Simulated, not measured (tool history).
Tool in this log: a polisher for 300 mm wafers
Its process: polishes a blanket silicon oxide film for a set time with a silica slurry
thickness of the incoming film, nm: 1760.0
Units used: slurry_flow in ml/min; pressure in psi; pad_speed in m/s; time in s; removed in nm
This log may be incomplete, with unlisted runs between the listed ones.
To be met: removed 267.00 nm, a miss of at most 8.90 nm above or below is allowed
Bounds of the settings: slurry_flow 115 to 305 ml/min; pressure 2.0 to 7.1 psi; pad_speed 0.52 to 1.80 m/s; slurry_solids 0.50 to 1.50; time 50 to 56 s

run,hour,slurry_flow,pressure,pad_speed,slurry_solids,time,removed
1,0.0,195,4.5,1.16,1.00,56,169.03
2,7.4,195,4.5,1.16,1.00,56,171.78
3,14.1,200,5.0,1.16,1.00,56,186.93
4,19.5,200,5.0,1.16,1.00,56,190.88
5,25.0,200,3.9,1.16,1.00,56,150.24
6,30.1,200,4.6,1.16,1.00,56,174.64
7,35.5,205,5.1,1.16,1.00,56,192.49
8,40.3,205,5.5,1.16,1.00,56,207.27
9,46.6,205,5.9,1.16,1.00,56,223.79
10,54.6,220,6.8,1.18,1.00,56,258.92

Of the 5 settings listed for the next run, only one would bring every result within its allowed miss of target. Which one?
A,62.6,240,7.0,1.12,0.95,54,?
B,62.6,225,6.4,1.26,1.15,55,?
C,62.6,265,6.5,1.28,1.00,52,?
D,62.6,220,7.0,1.10,1.05,53,?
E,62.6,250,7.0,1.02,1.10,55,?

move,removed
A,239.75
B,268.70
C,246.14
D,243.57
E,249.09
A: misses by more than the last run did
B: every result within its allowed miss
C: misses by more than the last run did
D: misses by more than the last run did
E: misses by more than the last run did
B is the move that brings every result within its allowed miss.
